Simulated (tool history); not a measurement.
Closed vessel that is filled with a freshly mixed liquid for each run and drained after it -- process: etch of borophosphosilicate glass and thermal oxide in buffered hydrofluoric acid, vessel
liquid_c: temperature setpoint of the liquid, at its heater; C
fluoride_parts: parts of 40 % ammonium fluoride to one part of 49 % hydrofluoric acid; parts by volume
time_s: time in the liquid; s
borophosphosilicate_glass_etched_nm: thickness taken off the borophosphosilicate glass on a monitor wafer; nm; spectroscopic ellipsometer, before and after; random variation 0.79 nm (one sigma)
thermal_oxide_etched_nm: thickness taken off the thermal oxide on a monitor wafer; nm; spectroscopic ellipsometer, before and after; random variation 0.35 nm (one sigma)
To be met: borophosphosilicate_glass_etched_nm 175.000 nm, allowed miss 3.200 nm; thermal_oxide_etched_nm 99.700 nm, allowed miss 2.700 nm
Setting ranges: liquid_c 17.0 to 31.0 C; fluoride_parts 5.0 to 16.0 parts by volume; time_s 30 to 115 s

run    day  liquid_c  fluoride_parts  time_s  borophosphosilicate_glass_etched_nm  thermal_oxide_etched_nm
  1  0.000      23.0             9.5      60                              117.270                   66.707
  2  0.067      24.0             9.5      60                              124.530                   70.634
  3  0.346      24.0            12.5      60                               96.192                   54.907
  4  0.475      25.0            12.0      60                              105.990                   60.331
  5  0.629      25.0            10.0      60                              126.290                   72.362
  6  0.692      27.0            10.0      60                              140.990                   80.323
  7  0.846      27.0            10.0      60                              141.200                   80.072
  8  1.117      27.5            10.0      60                              143.520                   82.630
  9  1.254      31.0             9.5      60                              180.090                  103.390

Below are 4 possible settings for the next run. Only one of them brings all results inside the allowed miss of their targets. Which is it?
  A  1.392      28.5             8.5      65                                    ?                        ?
  B  1.392      25.5             8.0      70                                    ?                        ?
  C  1.392      30.5             8.0      55                                    ?                        ?
  D  1.392      26.5            10.5      80                                    ?                        ?

move  borophosphosilicate_glass_etched_nm  thermal_oxide_etched_nm
   A                              189.320                  107.240
   B                              185.930                  105.060
   C                              189.930                  107.640
   D                              175.620                   99.537
A: further off than the last run
B: further off than the last run
C: further off than the last run
D: all results in spec
The move that meets every target is D.
